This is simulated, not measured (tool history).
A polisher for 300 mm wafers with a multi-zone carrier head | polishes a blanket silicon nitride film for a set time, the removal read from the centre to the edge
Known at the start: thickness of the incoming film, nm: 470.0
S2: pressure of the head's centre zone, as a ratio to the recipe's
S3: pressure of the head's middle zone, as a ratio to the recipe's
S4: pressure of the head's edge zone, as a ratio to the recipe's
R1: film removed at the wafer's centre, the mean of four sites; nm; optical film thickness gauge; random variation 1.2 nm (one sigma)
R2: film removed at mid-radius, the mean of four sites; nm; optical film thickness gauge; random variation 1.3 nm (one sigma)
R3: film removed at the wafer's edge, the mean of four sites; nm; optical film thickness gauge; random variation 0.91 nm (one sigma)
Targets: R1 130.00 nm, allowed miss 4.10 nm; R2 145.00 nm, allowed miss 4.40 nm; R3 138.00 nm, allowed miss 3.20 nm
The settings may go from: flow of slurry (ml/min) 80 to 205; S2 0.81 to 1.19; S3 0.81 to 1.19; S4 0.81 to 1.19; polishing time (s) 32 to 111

run 1 hour=0.0 | flow_of_slurry_(ml/min)=135 S2=1.00 S3=1.00 S4=1.00 polishing_time_(s)=71 | R1=141.46 R2=135.10 R3=133.42
run 2 hour=3.3 | flow_of_slurry_(ml/min)=135 S2=0.96 S3=1.00 S4=1.00 polishing_time_(s)=71 | R1=134.68 R2=134.28 R3=134.51
run 3 hour=6.8 | flow_of_slurry_(ml/min)=140 S2=0.94 S3=1.02 S4=1.00 polishing_time_(s)=71 | R1=135.49 R2=137.81 R3=134.12
run 4 hour=12.2 | flow_of_slurry_(ml/min)=140 S2=0.94 S3=1.02 S4=1.00 polishing_time_(s)=88 | R1=166.21 R2=169.49 R3=166.86
run 5 hour=15.9 | flow_of_slurry_(ml/min)=125 S2=0.91 S3=1.01 S4=0.95 polishing_time_(s)=86 | R1=154.99 R2=162.30 R3=156.87
run 6 hour=20.1 | flow_of_slurry_(ml/min)=100 S2=0.91 S3=1.01 S4=0.95 polishing_time_(s)=86 | R1=147.18 R2=156.61 R3=155.51
run 7 hour=24.6 | flow_of_slurry_(ml/min)=100 S2=0.89 S3=1.00 S4=0.92 polishing_time_(s)=85 | R1=144.18 R2=154.28 R3=150.73
run 8 hour=25.5 | flow_of_slurry_(ml/min)=95 S2=0.87 S3=0.99 S4=0.90 polishing_time_(s)=84 | R1=139.30 R2=151.49 R3=147.81
run 9 hour=33.8 | flow_of_slurry_(ml/min)=90 S2=0.86 S3=0.99 S4=0.88 polishing_time_(s)=83 | R1=135.20 R2=148.75 R3=142.06
run 10 hour=41.8 | flow_of_slurry_(ml/min)=90 S2=0.85 S3=0.99 S4=0.87 polishing_time_(s)=83 | R1=133.14 R2=148.82 R3=142.28
-- hour=47.9 worn pad replaced by a new one
run 11 hour=47.9 | flow_of_slurry_(ml/min)=90 S2=0.85 S3=0.99 S4=0.86 polishing_time_(s)=83 | R1=143.35 R2=160.85 R3=153.37

Which of these 4 next moves meets every target?
run A hour=54.0 | flow_of_slurry_(ml/min)=110 S2=0.83 S3=0.96 S4=0.83 polishing_time_(s)=75 | R1=? R2=? R3=?
run B hour=54.0 | flow_of_slurry_(ml/min)=125 S2=1.08 S3=1.09 S4=0.81 polishing_time_(s)=69 | R1=? R2=? R3=?
run C hour=54.0 | flow_of_slurry_(ml/min)=100 S2=1.00 S3=0.98 S4=0.87 polishing_time_(s)=75 | R1=? R2=? R3=?
run D hour=54.0 | flow_of_slurry_(ml/min)=85 S2=0.81 S3=0.91 S4=0.89 polishing_time_(s)=85 | R1=? R2=? R3=?

move=A R1=131.20 R2=146.90 R3=137.88
move=B R1=158.74 R2=150.35 R3=126.79
move=C R1=154.84 R2=147.07 R3=139.56
move=D R1=139.72 R2=155.05 R3=157.61
A: meets every target
B: takes the result that was furthest off past its target
C: brings the result that was furthest off to its target, and leaves another outside
D: further off than the last run
Answer: A
